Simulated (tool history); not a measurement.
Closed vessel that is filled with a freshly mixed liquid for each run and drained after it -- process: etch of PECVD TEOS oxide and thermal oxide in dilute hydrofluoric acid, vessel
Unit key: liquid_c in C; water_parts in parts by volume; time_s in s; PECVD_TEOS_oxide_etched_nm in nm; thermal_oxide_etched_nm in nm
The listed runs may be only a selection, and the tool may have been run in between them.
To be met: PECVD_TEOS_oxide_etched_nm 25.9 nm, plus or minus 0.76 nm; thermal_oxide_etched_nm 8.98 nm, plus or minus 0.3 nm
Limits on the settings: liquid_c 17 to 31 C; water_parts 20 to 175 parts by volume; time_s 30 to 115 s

run,day,liquid_c,water_parts,time_s,PECVD_TEOS_oxide_etched_nm,thermal_oxide_etched_nm
1,0,23,95,60,7.8441,2.6789
2,0.192,24,85,60,9.2197,3.2058
3,0.346,24,65,60,12.29,4.3362
4,0.642,24,95,60,8.0569,2.7913
5,1.012,24.5,85,60,9.3595,3.2445
6,1.108,25.5,75,60,11.342,3.9036
7,1.442,29.5,35,60,29.656,10.198
8,1.808,29,35,60,29.232,10.153
9,1.925,28,35,60,28.103,9.712
10,2.025,27,35,60,27.298,9.5164

Exercise: of the 4 proposed moves below, exactly one satisfies all targets within the stated allowed misses. Which move is it?
A,2.125,24,20,40,?,?
B,2.125,27.5,40,65,?,?
C,2.125,27,30,55,?,?
D,2.125,23,25,55,?,?

move,PECVD_TEOS_oxide_etched_nm,thermal_oxide_etched_nm
A,28.687,9.9085
B,26.182,9.0435
C,29.371,10.145
D,30.047,10.378
A: the biggest miss grows against the last run
B: all results land within tolerance of their targets
C: the biggest miss grows against the last run
D: the biggest miss grows against the last run
The right move is B.
